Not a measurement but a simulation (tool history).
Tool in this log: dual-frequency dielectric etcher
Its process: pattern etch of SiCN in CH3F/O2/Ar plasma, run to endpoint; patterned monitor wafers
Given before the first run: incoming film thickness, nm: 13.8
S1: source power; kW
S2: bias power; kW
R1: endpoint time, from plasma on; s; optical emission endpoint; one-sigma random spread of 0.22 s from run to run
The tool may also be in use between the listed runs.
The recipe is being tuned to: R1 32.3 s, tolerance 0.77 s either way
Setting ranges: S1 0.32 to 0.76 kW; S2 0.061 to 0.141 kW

Run 1, hour 0: S1 0.54 kW, S2 0.101 kW. Result: R1 28.779 s.
Run 2, hour 4.2: S1 0.53 kW, S2 0.1 kW. Result: R1 29.113 s.
Run 3, hour 5.9: S1 0.53 kW, S2 0.092 kW. Result: R1 30.269 s.
Run 4, hour 7.1: S1 0.53 kW, S2 0.107 kW. Result: R1 28.333 s.
Run 5, hour 15: S1 0.52 kW, S2 0.106 kW. Result: R1 28.497 s.
Run 6, hour 22.2: S1 0.51 kW, S2 0.105 kW. Result: R1 29.307 s.
Run 7, hour 24.5: S1 0.5 kW, S2 0.105 kW. Result: R1 29.135 s.
Run 8, hour 26.9: S1 0.39 kW, S2 0.095 kW. Result: R1 34.52 s.
Run 9, hour 31: S1 0.4 kW, S2 0.095 kW. Result: R1 34.037 s.
Run 10, hour 32.7: S1 0.47 kW, S2 0.098 kW. Result: R1 31.35 s.

Below are 5 possible settings for the next run. Only one of them brings all results inside the allowed miss of their targets. Which is it?
Run A, hour 34.4: S1 0.38 kW, S2 0.122 kW. Result: R1 ?.
Run B, hour 34.4: S1 0.46 kW, S2 0.101 kW. Result: R1 ?.
Run C, hour 34.4: S1 0.46 kW, S2 0.105 kW. Result: R1 ?.
Run D, hour 34.4: S1 0.4 kW, S2 0.105 kW. Result: R1 ?.
Run E, hour 34.4: S1 0.48 kW, S2 0.1 kW. Result: R1 ?.

move      R1
   A  29.931
   B  30.394
   C  29.786
   D  31.639
   E      30
A: moves away from the targets compared with the last run
B: moves away from the targets compared with the last run
C: moves away from the targets compared with the last run
D: every result within its allowed miss
E: moves away from the targets compared with the last run
D is the move that brings every result within its allowed miss.

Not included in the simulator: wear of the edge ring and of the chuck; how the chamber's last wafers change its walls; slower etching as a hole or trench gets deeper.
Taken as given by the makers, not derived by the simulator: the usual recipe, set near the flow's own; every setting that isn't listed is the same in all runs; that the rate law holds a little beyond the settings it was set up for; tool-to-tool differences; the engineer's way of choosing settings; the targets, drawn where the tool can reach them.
